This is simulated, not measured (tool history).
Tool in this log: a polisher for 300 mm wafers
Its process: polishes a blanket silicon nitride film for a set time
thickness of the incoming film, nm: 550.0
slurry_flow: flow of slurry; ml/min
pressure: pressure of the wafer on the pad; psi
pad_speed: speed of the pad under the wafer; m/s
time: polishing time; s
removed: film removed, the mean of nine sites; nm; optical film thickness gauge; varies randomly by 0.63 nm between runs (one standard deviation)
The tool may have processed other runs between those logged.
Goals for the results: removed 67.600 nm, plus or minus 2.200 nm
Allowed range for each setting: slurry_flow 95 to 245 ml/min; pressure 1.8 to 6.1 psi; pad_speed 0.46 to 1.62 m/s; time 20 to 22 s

Run 1, day 0.000: slurry_flow 155 ml/min, pressure 3.9 psi, pad_speed 1.04 m/s, time 22 s. Result: removed 50.820 nm.
Run 2, day 0.371: slurry_flow 160 ml/min, pressure 4.0 psi, pad_speed 1.04 m/s, time 22 s. Result: removed 51.414 nm.
Run 3, day 0.658: slurry_flow 140 ml/min, pressure 4.0 psi, pad_speed 1.04 m/s, time 22 s. Result: removed 50.386 nm.
Run 4, day 1.004: slurry_flow 145 ml/min, pressure 4.1 psi, pad_speed 1.04 m/s, time 22 s. Result: removed 52.888 nm.
Run 5, day 1.267: slurry_flow 145 ml/min, pressure 4.2 psi, pad_speed 1.04 m/s, time 22 s. Result: removed 53.166 nm.
Run 6, day 1.467: slurry_flow 145 ml/min, pressure 4.2 psi, pad_speed 1.04 m/s, time 20 s. Result: removed 48.889 nm.
Run 7, day 1.621: slurry_flow 150 ml/min, pressure 4.4 psi, pad_speed 1.04 m/s, time 20 s. Result: removed 50.616 nm.
Run 8, day 1.942: slurry_flow 150 ml/min, pressure 4.6 psi, pad_speed 1.04 m/s, time 20 s. Result: removed 52.600 nm.
Run 9, day 2.162: slurry_flow 150 ml/min, pressure 4.8 psi, pad_speed 1.04 m/s, time 20 s. Result: removed 54.669 nm.

Consider the 4 candidate settings below. Which is the only one whose results all fall within their allowed miss of target?
Run A, day 2.383: slurry_flow 175 ml/min, pressure 5.0 psi, pad_speed 1.12 m/s, time 22 s. Result: removed ?.
Run B, day 2.383: slurry_flow 125 ml/min, pressure 4.6 psi, pad_speed 1.42 m/s, time 22 s. Result: removed ?.
Run C, day 2.383: slurry_flow 170 ml/min, pressure 5.0 psi, pad_speed 1.36 m/s, time 20 s. Result: removed ?.
Run D, day 2.383: slurry_flow 150 ml/min, pressure 5.3 psi, pad_speed 1.14 m/s, time 22 s. Result: removed ?.

move  removed
   A   66.704
   B   71.449
   C   70.547
   D   70.383
A: meets every target
B: carries the result that was furthest off beyond its target, to the other side
C: carries the result that was furthest off beyond its target, to the other side
D: carries the result that was furthest off beyond its target, to the other side
A meets every target.
